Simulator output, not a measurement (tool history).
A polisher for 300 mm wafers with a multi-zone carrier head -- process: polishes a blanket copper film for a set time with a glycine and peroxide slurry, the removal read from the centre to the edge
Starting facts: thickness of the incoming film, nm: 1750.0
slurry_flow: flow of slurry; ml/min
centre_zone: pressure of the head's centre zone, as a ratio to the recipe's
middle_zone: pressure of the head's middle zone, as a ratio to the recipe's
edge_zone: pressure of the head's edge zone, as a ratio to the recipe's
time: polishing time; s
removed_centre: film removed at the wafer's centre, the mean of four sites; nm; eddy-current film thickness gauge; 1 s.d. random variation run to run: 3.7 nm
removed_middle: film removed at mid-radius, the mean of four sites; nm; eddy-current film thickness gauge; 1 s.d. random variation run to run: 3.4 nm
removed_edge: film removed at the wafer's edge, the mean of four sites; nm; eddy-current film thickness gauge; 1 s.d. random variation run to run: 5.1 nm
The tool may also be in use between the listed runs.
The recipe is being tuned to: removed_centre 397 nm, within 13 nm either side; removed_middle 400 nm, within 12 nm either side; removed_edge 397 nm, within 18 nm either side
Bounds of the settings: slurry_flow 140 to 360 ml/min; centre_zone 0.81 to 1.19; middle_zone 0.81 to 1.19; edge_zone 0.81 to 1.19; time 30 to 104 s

{"run": 1, "hour": 0.0, "slurry_flow": 230, "centre_zone": 1, "middle_zone": 1, "edge_zone": 1, "time": 67, "removed_centre": 321.2, "removed_middle": 313.23, "removed_edge": 324.74}
{"run": 2, "hour": 7.7, "slurry_flow": 230, "centre_zone": 0.97, "middle_zone": 1, "edge_zone": 1, "time": 67, "removed_centre": 313.89, "removed_middle": 316.82, "removed_edge": 317.41}
{"run": 3, "hour": 12.5, "slurry_flow": 230, "centre_zone": 1, "middle_zone": 1, "edge_zone": 1, "time": 67, "removed_centre": 317, "removed_middle": 311.17, "removed_edge": 325.31}
{"run": 4, "hour": 17.4, "slurry_flow": 285, "centre_zone": 1, "middle_zone": 1, "edge_zone": 1, "time": 67, "removed_centre": 326.23, "removed_middle": 318.64, "removed_edge": 324.13}
{"run": 5, "hour": 23.5, "slurry_flow": 255, "centre_zone": 1, "middle_zone": 1, "edge_zone": 1, "time": 67, "removed_centre": 322.67, "removed_middle": 315.76, "removed_edge": 326.85}
{"run": 6, "hour": 25.3, "slurry_flow": 255, "centre_zone": 1.02, "middle_zone": 1.03, "edge_zone": 1.01, "time": 68, "removed_centre": 332.33, "removed_middle": 327.5, "removed_edge": 328.27}
{"run": 7, "hour": 30.6, "slurry_flow": 255, "centre_zone": 1.02, "middle_zone": 1.03, "edge_zone": 1.01, "time": 68, "removed_centre": 331.6, "removed_middle": 327.86, "removed_edge": 332.99}
{"run": 8, "hour": 36.7, "slurry_flow": 255, "centre_zone": 1.04, "middle_zone": 1.05, "edge_zone": 1.02, "time": 69, "removed_centre": 341.93, "removed_middle": 334.98, "removed_edge": 340.09}
{"run": 9, "hour": 44.5, "slurry_flow": 255, "centre_zone": 1.05, "middle_zone": 1.07, "edge_zone": 1.03, "time": 70, "removed_centre": 351.57, "removed_middle": 346.55, "removed_edge": 346.19}
{"run": 10, "hour": 48.5, "slurry_flow": 255, "centre_zone": 1.06, "middle_zone": 1.08, "edge_zone": 1.05, "time": 71, "removed_centre": 360.9, "removed_middle": 350.7, "removed_edge": 341.35}
{"run": 11, "hour": 49.7, "slurry_flow": 255, "centre_zone": 1.06, "middle_zone": 1.08, "edge_zone": 1.05, "time": 71, "removed_centre": 348.44, "removed_middle": 345.74, "removed_edge": 345.82}
{"run": 12, "hour": 53.1, "slurry_flow": 255, "centre_zone": 1.06, "middle_zone": 1.08, "edge_zone": 1.05, "time": 73, "removed_centre": 364.78, "removed_middle": 364, "removed_edge": 364.55}
{"run": 13, "hour": 59.9, "slurry_flow": 255, "centre_zone": 1.07, "middle_zone": 1.09, "edge_zone": 1.05, "time": 74, "removed_centre": 369.25, "removed_middle": 367.32, "removed_edge": 365.96}

5 candidate next runs follow, results not yet known. Just one meets every target within its allowed miss. Identify it.
{"run": "A", "hour": 66.7, "slurry_flow": 255, "centre_zone": 0.94, "middle_zone": 1.08, "edge_zone": 1.15, "time": 86, "removed_centre": "?", "removed_middle": "?", "removed_edge": "?"}
{"run": "B", "hour": 66.7, "slurry_flow": 275, "centre_zone": 1.04, "middle_zone": 1.17, "edge_zone": 1.03, "time": 75, "removed_centre": "?", "removed_middle": "?", "removed_edge": "?"}
{"run": "C", "hour": 66.7, "slurry_flow": 225, "centre_zone": 1.06, "middle_zone": 0.93, "edge_zone": 1.13, "time": 84, "removed_centre": "?", "removed_middle": "?", "removed_edge": "?"}
{"run": "D", "hour": 66.7, "slurry_flow": 310, "centre_zone": 0.99, "middle_zone": 0.87, "edge_zone": 1.09, "time": 91, "removed_centre": "?", "removed_middle": "?", "removed_edge": "?"}
{"run": "E", "hour": 66.7, "slurry_flow": 285, "centre_zone": 1.08, "middle_zone": 1.11, "edge_zone": 1.14, "time": 78, "removed_centre": "?", "removed_middle": "?", "removed_edge": "?"}

move=A removed_centre=400.78 removed_middle=424.97 removed_edge=433.2
move=B removed_centre=377.85 removed_middle=393.3 removed_edge=364
move=C removed_centre=420.89 removed_middle=372.93 removed_edge=417.78
move=D removed_centre=446.49 removed_middle=397.58 removed_edge=455.32
move=E removed_centre=404.81 removed_middle=395.74 removed_edge=394.03
A: moves the result that the last run missed by most past its target, out the other side
B: meets the target for the result that was furthest off, but another lies outside its allowed miss
C: closes in on the targets versus the last run, not all within tolerance yet
D: meets the target for the result that was furthest off, but another lies outside its allowed miss
E: meets every target
E is the move that brings every result within its allowed miss.

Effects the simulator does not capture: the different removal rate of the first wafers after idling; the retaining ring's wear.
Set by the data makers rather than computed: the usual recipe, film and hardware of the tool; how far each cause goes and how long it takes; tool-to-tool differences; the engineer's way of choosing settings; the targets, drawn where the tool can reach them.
